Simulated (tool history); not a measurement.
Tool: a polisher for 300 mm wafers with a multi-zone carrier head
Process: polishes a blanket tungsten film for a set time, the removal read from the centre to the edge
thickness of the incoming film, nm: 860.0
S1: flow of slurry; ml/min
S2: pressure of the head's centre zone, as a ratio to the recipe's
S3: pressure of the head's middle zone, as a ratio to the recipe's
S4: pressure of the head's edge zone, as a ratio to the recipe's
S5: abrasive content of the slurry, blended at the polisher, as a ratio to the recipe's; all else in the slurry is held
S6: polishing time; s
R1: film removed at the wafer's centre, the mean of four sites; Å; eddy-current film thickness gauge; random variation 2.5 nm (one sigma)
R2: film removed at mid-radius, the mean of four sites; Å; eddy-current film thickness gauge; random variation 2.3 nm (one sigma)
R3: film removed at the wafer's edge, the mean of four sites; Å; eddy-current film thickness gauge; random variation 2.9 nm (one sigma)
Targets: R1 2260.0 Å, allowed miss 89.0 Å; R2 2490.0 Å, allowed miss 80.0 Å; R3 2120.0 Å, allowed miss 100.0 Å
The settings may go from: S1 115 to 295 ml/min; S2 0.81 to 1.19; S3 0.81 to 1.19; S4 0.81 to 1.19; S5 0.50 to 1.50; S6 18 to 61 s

| run | hour | S1 | S2 | S3 | S4 | S5 | S6 | R1 | R2 | R3 |
|---|---|---|---|---|---|---|---|---|---|---|
| 1 | 0.0 | 190 | 1.00 | 1.00 | 1.00 | 1.00 | 39 | 1836.9 | 1816.6 | 1817.2 |
| 2 | 6.0 | 195 | 1.01 | 1.03 | 1.01 | 1.05 | 39 | 1841.3 | 1911.1 | 1854.4 |
| 3 | 8.1 | 200 | 1.03 | 1.05 | 1.01 | 1.10 | 39 | 1957.0 | 1933.6 | 1868.7 |
| 4 | 14.1 | 200 | 0.95 | 1.05 | 1.01 | 1.10 | 39 | 1785.8 | 1903.6 | 1863.4 |
| 5 | 15.3 | 200 | 0.95 | 1.05 | 1.01 | 1.25 | 39 | 1865.8 | 2011.2 | 1909.7 |
| 6 | 19.3 | 205 | 0.96 | 1.07 | 1.01 | 1.30 | 39 | 1885.8 | 2057.0 | 1995.9 |
| 7 | 25.6 | 205 | 0.98 | 1.09 | 0.98 | 1.35 | 39 | 1958.6 | 2078.3 | 1954.0 |
| 8 | 33.2 | 210 | 0.98 | 1.11 | 0.97 | 1.35 | 40 | 1999.3 | 2230.2 | 2024.6 |
| 9 | 42.2 | 260 | 1.07 | 1.16 | 0.96 | 1.40 | 40 | 2253.6 | 2361.9 | 2062.0 |

Which of these 4 next moves meets every target?
| A | 51.2 | 295 | 0.95 | 1.14 | 1.00 | 1.45 | 44 | ? | ? | ? |
| B | 51.2 | 155 | 1.07 | 1.19 | 0.95 | 1.45 | 44 | ? | ? | ? |
| C | 51.2 | 260 | 1.12 | 1.16 | 0.91 | 1.50 | 38 | ? | ? | ? |
| D | 51.2 | 245 | 1.01 | 1.19 | 0.90 | 1.30 | 39 | ? | ? | ? |

| move | R1 | R2 | R3 |
|---|---|---|---|
| A | 2261.7 | 2645.1 | 2341.8 |
| B | 2290.2 | 2480.2 | 2135.4 |
| C | 2290.6 | 2300.8 | 1945.9 |
| D | 2027.2 | 2306.6 | 1907.1 |
A: takes the result that was furthest off past its target
B: meets every target
C: further off than the last run
D: further off than the last run
Move B is the one to make.
